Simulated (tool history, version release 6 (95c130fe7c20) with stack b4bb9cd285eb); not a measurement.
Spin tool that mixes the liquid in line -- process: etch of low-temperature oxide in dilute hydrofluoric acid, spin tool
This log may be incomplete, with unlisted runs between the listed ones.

| run | hour | temperature setpoint of the liquid (°C) | parts of water to one part of 49 % hydrofluoric acid (parts by volume) | time under the liquid (s) | thickness taken off the low-temperature oxide on a monitor wafer (angstrom) |
|---|---|---|---|---|---|
| 1 | 0 | 23 | 185 | 320 | 357.05 |
| 2 | 7 | 24.5 | 185 | 320 | 376.09 |
| 3 | 10.1 | 26 | 185 | 320 | 400.25 |
| 4 | 13 | 27 | 185 | 320 | 415.47 |
| 5 | 14.9 | 27 | 185 | 340 | 441.26 |
| 6 | 17.1 | 27 | 155 | 340 | 542.14 |
| 7 | 22.8 | 26.5 | 155 | 340 | 532.18 |

Run 8 is up next; what results do you expect?
| 8 | 30.8 | 26 | 155 | 340 | ? |

{"run 8": {"thickness taken off the low-temperature oxide on a monitor wafer (angstrom)": 526.2}}
